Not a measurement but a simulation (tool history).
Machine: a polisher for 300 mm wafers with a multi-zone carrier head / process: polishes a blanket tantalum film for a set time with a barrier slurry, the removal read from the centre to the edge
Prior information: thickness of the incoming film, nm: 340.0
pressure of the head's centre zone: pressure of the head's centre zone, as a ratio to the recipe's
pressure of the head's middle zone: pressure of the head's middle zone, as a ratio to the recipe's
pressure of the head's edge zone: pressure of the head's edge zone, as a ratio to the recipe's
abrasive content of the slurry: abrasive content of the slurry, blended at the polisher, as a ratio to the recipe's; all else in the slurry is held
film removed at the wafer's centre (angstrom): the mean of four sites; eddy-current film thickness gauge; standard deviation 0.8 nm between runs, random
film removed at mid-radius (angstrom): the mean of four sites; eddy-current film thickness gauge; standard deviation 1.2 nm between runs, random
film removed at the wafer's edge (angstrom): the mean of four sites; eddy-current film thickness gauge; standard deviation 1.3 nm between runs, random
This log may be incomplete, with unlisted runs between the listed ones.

| run | hour | flow of slurry (ml/min) | pressure of the head's centre zone | pressure of the head's middle zone | pressure of the head's edge zone | abrasive content of the slurry | polishing time (s) | film removed at the wafer's centre (angstrom) | film removed at mid-radius (angstrom) | film removed at the wafer's edge (angstrom) |
|---|---|---|---|---|---|---|---|---|---|---|
| 1 | 0 | 195 | 1 | 1 | 1 | 1 | 48 | 1226.5 | 1364.6 | 1304.4 |
| 2 | 1.5 | 190 | 0.98 | 1 | 0.99 | 1 | 48 | 1208.5 | 1349 | 1348.6 |
| 3 | 9.2 | 190 | 0.98 | 1 | 0.93 | 1 | 48 | 1182.3 | 1349.4 | 1300.9 |
| 4 | 15.7 | 190 | 0.98 | 0.92 | 0.93 | 1 | 48 | 1186.7 | 1239.2 | 1290.7 |
|  | 16.5 | centre zone pressure recalibrated |
| 5 | 16.5 | 190 | 0.97 | 0.93 | 0.92 | 0.95 | 48 | 1269.2 | 1229 | 1271.3 |
| 6 | 17.6 | 190 | 0.97 | 0.93 | 0.92 | 0.85 | 48 | 1232.1 | 1217.3 | 1225.9 |

What will run 7 give?
| 7 | 19.5 | 185 | 0.95 | 0.94 | 0.92 | 0.85 | 48 | ? | ? | ? |

{"run 7": {"film removed at the wafer's centre (angstrom)": 1220.9, "film removed at mid-radius (angstrom)": 1228.9, "film removed at the wafer's edge (angstrom)": 1224.7}}
